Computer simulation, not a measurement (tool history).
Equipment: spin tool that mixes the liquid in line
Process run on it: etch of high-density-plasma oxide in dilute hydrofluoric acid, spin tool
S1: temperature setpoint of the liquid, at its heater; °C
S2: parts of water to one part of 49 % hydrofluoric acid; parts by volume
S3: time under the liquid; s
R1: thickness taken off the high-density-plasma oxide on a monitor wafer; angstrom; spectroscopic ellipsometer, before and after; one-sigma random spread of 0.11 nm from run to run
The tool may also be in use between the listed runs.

run,hour,S1,S2,S3,R1
1,0.0,23.0,160,260,67.335
2,4.9,23.0,160,260,66.135
3,11.5,25.0,145,260,80.389
4,16.9,25.0,110,260,111.950
5,20.7,26.5,110,260,116.820
6,23.8,26.5,135,260,93.345
# hour 27.8: hydrofluoric acid flow meter replaced
7,27.8,30.5,115,260,149.270

Estimate the outcome of run 8 from the log above:
8,30.6,29.5,115,260,?

R1: 142.510 angstrom

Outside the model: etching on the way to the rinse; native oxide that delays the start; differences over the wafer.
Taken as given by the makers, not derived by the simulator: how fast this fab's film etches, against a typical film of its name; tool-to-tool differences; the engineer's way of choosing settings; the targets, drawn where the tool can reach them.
